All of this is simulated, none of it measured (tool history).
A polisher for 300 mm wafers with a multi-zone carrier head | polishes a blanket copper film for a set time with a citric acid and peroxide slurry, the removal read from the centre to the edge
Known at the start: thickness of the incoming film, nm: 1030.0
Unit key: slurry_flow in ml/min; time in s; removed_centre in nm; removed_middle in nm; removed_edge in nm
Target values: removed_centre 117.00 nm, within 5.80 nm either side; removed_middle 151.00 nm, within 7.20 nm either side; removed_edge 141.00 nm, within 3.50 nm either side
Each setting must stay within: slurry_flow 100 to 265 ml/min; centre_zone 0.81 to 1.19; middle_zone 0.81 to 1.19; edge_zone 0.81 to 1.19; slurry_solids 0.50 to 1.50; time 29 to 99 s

run	day	slurry_flow	centre_zone	middle_zone	edge_zone	slurry_solids	time	removed_centre	removed_middle	removed_edge
1	0.000	170	1.00	1.00	1.00	1.00	64	149.84	150.38	144.51
2	0.262	165	0.97	1.01	1.00	1.00	64	140.58	147.70	144.94
3	0.575	160	0.96	1.03	0.99	1.00	64	143.70	145.71	144.24
4	0.883	160	0.96	1.03	0.99	1.00	71	156.72	168.19	158.65
5	1.221	160	1.00	1.03	0.99	1.00	71	162.16	165.14	159.87
6	1.300	160	1.00	1.03	1.05	1.00	71	160.59	165.10	162.14
7	1.675	155	0.97	1.05	1.04	0.95	71	156.00	166.15	160.66
8	1.838	150	0.95	1.06	1.04	0.90	70	146.92	161.32	156.45
9	2.050	145	0.93	1.07	1.03	0.85	70	139.03	161.63	151.86
10	2.258	140	0.92	1.07	1.02	0.85	70	138.47	162.65	151.50
11	2.450	140	0.92	1.07	1.02	0.85	70	140.41	158.86	150.54

5 candidate next runs follow, results not yet known. Just one meets every target within its allowed miss. Identify it.
A	2.642	155	0.84	1.11	1.06	0.70	65	?	?	?
B	2.642	150	0.81	1.15	1.16	0.75	62	?	?	?
C	2.642	220	0.81	1.19	0.98	0.70	64	?	?	?
D	2.642	190	0.81	1.18	1.09	0.50	62	?	?	?
E	2.642	200	0.81	1.18	0.97	0.65	66	?	?	?

move	removed_centre	removed_middle	removed_edge
A	117.50	154.92	140.88
B	108.29	152.80	139.65
C	119.27	171.89	140.69
D	107.87	154.72	133.37
E	119.86	171.78	141.64
A: in spec on every target
B: pushes the last run's worst result past its target
C: puts the biggest miss on target and leaves a different result outside tolerance
D: pushes the last run's worst result past its target
E: puts the biggest miss on target and leaves a different result outside tolerance
So the answer is move A, the one that meets all the targets.

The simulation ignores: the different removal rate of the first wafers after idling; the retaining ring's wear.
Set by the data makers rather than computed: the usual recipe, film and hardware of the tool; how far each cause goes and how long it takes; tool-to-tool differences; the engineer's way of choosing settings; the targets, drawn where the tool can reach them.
